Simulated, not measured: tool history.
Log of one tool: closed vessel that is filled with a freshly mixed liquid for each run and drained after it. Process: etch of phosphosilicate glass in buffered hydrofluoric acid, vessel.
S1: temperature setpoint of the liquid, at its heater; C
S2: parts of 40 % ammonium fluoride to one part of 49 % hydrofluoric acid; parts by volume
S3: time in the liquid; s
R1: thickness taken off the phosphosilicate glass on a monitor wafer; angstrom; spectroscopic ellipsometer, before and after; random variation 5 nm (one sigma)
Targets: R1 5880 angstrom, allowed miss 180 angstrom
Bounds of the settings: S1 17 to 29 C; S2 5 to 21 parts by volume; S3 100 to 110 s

{"run": 1, "hour": 0.0, "S1": 21, "S2": 13, "S3": 100, "R1": 3085.8}
{"run": 2, "hour": 8.9, "S1": 21, "S2": 10, "S3": 100, "R1": 3892.8}
{"run": 3, "hour": 9.9, "S1": 21, "S2": 13, "S3": 100, "R1": 3024.1}
{"run": 4, "hour": 18.6, "S1": 23.5, "S2": 12, "S3": 100, "R1": 3810}
{"run": 5, "hour": 24.0, "S1": 21, "S2": 12, "S3": 100, "R1": 3272.5}
{"run": 6, "hour": 29.3, "S1": 23.5, "S2": 11.5, "S3": 100, "R1": 3901.7}
{"run": 7, "hour": 30.5, "S1": 25.5, "S2": 11, "S3": 100, "R1": 4596.7}
{"run": 8, "hour": 38.4, "S1": 26.5, "S2": 10.5, "S3": 100, "R1": 5040.3}
{"run": 9, "hour": 41.9, "S1": 26.5, "S2": 10.5, "S3": 100, "R1": 5081.6}
{"run": 10, "hour": 45.9, "S1": 27.5, "S2": 10.5, "S3": 100, "R1": 5362.4}
{"run": 11, "hour": 52.2, "S1": 28, "S2": 10.5, "S3": 100, "R1": 5517.2}
{"run": 12, "hour": 58.2, "S1": 28.5, "S2": 10.5, "S3": 100, "R1": 5658}

Which of these 4 next moves meets every target?
{"run": "A", "hour": 64.2, "S1": 29, "S2": 12, "S3": 105, "R1": "?"}
{"run": "B", "hour": 64.2, "S1": 29, "S2": 10, "S3": 105, "R1": "?"}
{"run": "C", "hour": 64.2, "S1": 29, "S2": 11.5, "S3": 110, "R1": "?"}
{"run": "D", "hour": 64.2, "S1": 29, "S2": 9.5, "S3": 100, "R1": "?"}

move=A R1=5333.7
move=B R1=6369.6
move=C R1=5824.5
move=D R1=6265.1
A: further off than the last run
B: takes the result that was furthest off past its target
C: meets every target
D: takes the result that was furthest off past its target
The right move is C.
